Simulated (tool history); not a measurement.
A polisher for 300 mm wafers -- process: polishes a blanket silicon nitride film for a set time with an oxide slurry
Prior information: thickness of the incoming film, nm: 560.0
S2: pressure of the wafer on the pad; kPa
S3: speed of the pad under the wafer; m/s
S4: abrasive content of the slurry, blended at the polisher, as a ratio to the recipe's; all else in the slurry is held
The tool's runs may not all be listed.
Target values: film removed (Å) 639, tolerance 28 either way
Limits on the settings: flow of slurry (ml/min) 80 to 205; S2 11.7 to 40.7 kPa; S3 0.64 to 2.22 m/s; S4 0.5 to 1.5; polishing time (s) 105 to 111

run 1 hour=0 | flow_of_slurry_(ml/min)=135 S2=26.2 S3=1.42 S4=1 polishing_time_(s)=105 | film_removed_(Å)=1093.5
run 2 hour=1.5 | flow_of_slurry_(ml/min)=135 S2=26.2 S3=1.42 S4=1 polishing_time_(s)=105 | film_removed_(Å)=1087
run 3 hour=2 | flow_of_slurry_(ml/min)=135 S2=26.2 S3=1.42 S4=1 polishing_time_(s)=105 | film_removed_(Å)=1097.5
run 4 hour=5.9 | flow_of_slurry_(ml/min)=115 S2=26.2 S3=1.42 S4=1 polishing_time_(s)=105 | film_removed_(Å)=1073.1
run 5 hour=6.6 | flow_of_slurry_(ml/min)=115 S2=26.2 S3=1.42 S4=0.9 polishing_time_(s)=105 | film_removed_(Å)=1017.2
run 6 hour=11.5 | flow_of_slurry_(ml/min)=115 S2=26.2 S3=1.42 S4=1.05 polishing_time_(s)=105 | film_removed_(Å)=1100.6
run 7 hour=14.4 | flow_of_slurry_(ml/min)=115 S2=24.1 S3=1.4 S4=1.05 polishing_time_(s)=105 | film_removed_(Å)=997.53
run 8 hour=20.2 | flow_of_slurry_(ml/min)=115 S2=24.1 S3=1.4 S4=1.05 polishing_time_(s)=105 | film_removed_(Å)=1006.4
run 9 hour=29 | flow_of_slurry_(ml/min)=115 S2=24.1 S3=1.4 S4=1.05 polishing_time_(s)=105 | film_removed_(Å)=994.83
run 10 hour=37.4 | flow_of_slurry_(ml/min)=115 S2=22.1 S3=1.4 S4=1.05 polishing_time_(s)=105 | film_removed_(Å)=929.64
run 11 hour=40.7 | flow_of_slurry_(ml/min)=115 S2=20.7 S3=1.4 S4=1.05 polishing_time_(s)=105 | film_removed_(Å)=871.44
run 12 hour=43.6 | flow_of_slurry_(ml/min)=115 S2=19.3 S3=1.4 S4=1.05 polishing_time_(s)=105 | film_removed_(Å)=789.75
run 13 hour=44.7 | flow_of_slurry_(ml/min)=115 S2=19.3 S3=1.4 S4=1.05 polishing_time_(s)=105 | film_removed_(Å)=808.42
run 14 hour=48.3 | flow_of_slurry_(ml/min)=115 S2=18.6 S3=1.4 S4=1.05 polishing_time_(s)=105 | film_removed_(Å)=785.81
run 15 hour=53.6 | flow_of_slurry_(ml/min)=115 S2=17.9 S3=1.4 S4=1.05 polishing_time_(s)=105 | film_removed_(Å)=748.1
run 16 hour=54.9 | flow_of_slurry_(ml/min)=115 S2=17.2 S3=1.4 S4=1.05 polishing_time_(s)=105 | film_removed_(Å)=708.77
run 17 hour=59.6 | flow_of_slurry_(ml/min)=115 S2=16.5 S3=1.4 S4=1.05 polishing_time_(s)=105 | film_removed_(Å)=696.65
run 18 hour=63.4 | flow_of_slurry_(ml/min)=115 S2=15.9 S3=1.4 S4=1.05 polishing_time_(s)=105 | film_removed_(Å)=662.76

Which one of the following 5 next-run settings gets every result inside its allowed miss? There is exactly one.
run A hour=67.2 | flow_of_slurry_(ml/min)=125 S2=16.5 S3=1.28 S4=1.2 polishing_time_(s)=105 | film_removed_(Å)=?
run B hour=67.2 | flow_of_slurry_(ml/min)=100 S2=14.5 S3=1.64 S4=0.95 polishing_time_(s)=105 | film_removed_(Å)=?
run C hour=67.2 | flow_of_slurry_(ml/min)=120 S2=17.9 S3=1.16 S4=0.85 polishing_time_(s)=105 | film_removed_(Å)=?
run D hour=67.2 | flow_of_slurry_(ml/min)=135 S2=13.8 S3=1.54 S4=1.25 polishing_time_(s)=105 | film_removed_(Å)=?
run E hour=67.2 | flow_of_slurry_(ml/min)=95 S2=16.5 S3=1.58 S4=0.9 polishing_time_(s)=105 | film_removed_(Å)=?

move=A film_removed_(Å)=704.5
move=B film_removed_(Å)=657.76
move=C film_removed_(Å)=598.04
move=D film_removed_(Å)=707.03
move=E film_removed_(Å)=700.02
A: further off than the last run
B: every result within its allowed miss
C: carries the result that was furthest off beyond its target, to the other side
D: further off than the last run
E: further off than the last run
Move B is the one to make.

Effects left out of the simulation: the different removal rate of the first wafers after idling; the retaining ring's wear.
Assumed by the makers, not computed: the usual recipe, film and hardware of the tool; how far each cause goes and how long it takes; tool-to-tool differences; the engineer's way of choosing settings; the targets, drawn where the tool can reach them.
